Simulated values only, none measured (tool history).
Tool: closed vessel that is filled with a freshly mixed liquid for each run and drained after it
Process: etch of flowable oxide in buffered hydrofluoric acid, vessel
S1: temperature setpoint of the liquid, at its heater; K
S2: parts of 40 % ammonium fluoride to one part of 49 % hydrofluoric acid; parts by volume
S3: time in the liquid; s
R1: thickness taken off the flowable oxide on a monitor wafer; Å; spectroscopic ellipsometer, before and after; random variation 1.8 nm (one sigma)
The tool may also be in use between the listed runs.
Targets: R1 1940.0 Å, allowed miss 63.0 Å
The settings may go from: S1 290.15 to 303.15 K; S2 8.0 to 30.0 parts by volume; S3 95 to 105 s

| run | hour | S1 | S2 | S3 | R1 |
|---|---|---|---|---|---|
| 1 | 0.0 | 295.15 | 22.5 | 95 | 1027.9 |
| 2 | 8.5 | 295.15 | 22.5 | 105 | 1149.7 |
| 3 | 17.2 | 295.15 | 22.5 | 95 | 1052.1 |
| 4 | 24.1 | 296.65 | 21.0 | 95 | 1213.0 |
| 5 | 30.0 | 298.15 | 21.0 | 95 | 1316.3 |
| 6 | 37.2 | 299.15 | 20.5 | 95 | 1395.3 |
| 7 | 42.9 | 300.15 | 20.0 | 95 | 1509.2 |
| 8 | 48.1 | 300.65 | 19.5 | 95 | 1594.5 |
| 9 | 57.3 | 301.15 | 19.0 | 95 | 1658.3 |
| 10 | 59.6 | 301.65 | 18.5 | 95 | 1750.2 |

5 next moves are on the table. One of them brings every result within its allowed miss. Which?
| A | 61.9 | 302.15 | 17.0 | 95 | ? |
| B | 61.9 | 303.15 | 22.0 | 105 | ? |
| C | 61.9 | 302.15 | 21.0 | 105 | ? |
| D | 61.9 | 302.15 | 20.5 | 105 | ? |
| E | 61.9 | 297.65 | 15.0 | 100 | ? |

| move | R1 |
|---|---|
| A | 1956.4 |
| B | 1821.1 |
| C | 1782.0 |
| D | 1811.7 |
| E | 1823.9 |
A: meets every target
B: nearer than the last run, and not there yet
C: nearer than the last run, and not there yet
D: nearer than the last run, and not there yet
E: nearer than the last run, and not there yet
The right move is A.
